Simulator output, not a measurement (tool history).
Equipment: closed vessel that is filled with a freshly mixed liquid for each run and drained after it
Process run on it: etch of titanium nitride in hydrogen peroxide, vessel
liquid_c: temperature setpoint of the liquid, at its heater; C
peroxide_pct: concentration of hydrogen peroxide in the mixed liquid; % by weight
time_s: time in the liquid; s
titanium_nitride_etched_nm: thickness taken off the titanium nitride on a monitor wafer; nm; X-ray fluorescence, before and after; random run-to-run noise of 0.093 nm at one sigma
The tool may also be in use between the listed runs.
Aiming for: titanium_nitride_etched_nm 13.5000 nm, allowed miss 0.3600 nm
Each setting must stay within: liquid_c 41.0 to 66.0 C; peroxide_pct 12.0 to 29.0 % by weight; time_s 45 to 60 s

| run | day | liquid_c | peroxide_pct | time_s | titanium_nitride_etched_nm |
|---|---|---|---|---|---|
| 1 | 0.000 | 57.0 | 19.5 | 60 | 8.2523 |
| 2 | 0.246 | 59.0 | 19.5 | 60 | 9.5654 |
| 3 | 0.492 | 59.0 | 19.5 | 60 | 9.5371 |
| 4 | 0.579 | 54.5 | 19.5 | 60 | 6.9827 |
| 5 | 0.658 | 57.0 | 19.5 | 60 | 8.2903 |
| 6 | 0.850 | 57.0 | 19.5 | 45 | 6.1578 |
| 7 | 1.092 | 59.5 | 21.0 | 45 | 7.4474 |
| 8 | 1.383 | 61.5 | 19.5 | 45 | 8.4273 |
| 9 | 1.546 | 63.0 | 19.5 | 50 | 10.2550 |
| 10 | 1.825 | 64.0 | 19.0 | 50 | 10.9810 |
| 11 | 1.975 | 64.5 | 18.0 | 50 | 11.1880 |
| 12 | 2.317 | 65.0 | 18.0 | 50 | 11.6590 |
| 13 | 2.525 | 65.5 | 17.5 | 50 | 11.8510 |

5 next moves are on the table. One of them brings every result within its allowed miss. Which?
| A | 2.733 | 66.0 | 13.5 | 45 | ? |
| B | 2.733 | 60.0 | 17.0 | 60 | ? |
| C | 2.733 | 66.0 | 24.5 | 55 | ? |
| D | 2.733 | 66.0 | 22.5 | 55 | ? |
| E | 2.733 | 66.0 | 17.0 | 55 | ? |

| move | titanium_nitride_etched_nm |
|---|---|
| A | 10.4940 |
| B | 9.8404 |
| C | 14.5630 |
| D | 14.2970 |
| E | 13.4640 |
A: further off than the last run
B: further off than the last run
C: moves the result that the last run missed by most past its target, out the other side
D: moves the result that the last run missed by most past its target, out the other side
E: every result lands within tolerance
So the answer is move E, the one that meets all the targets.
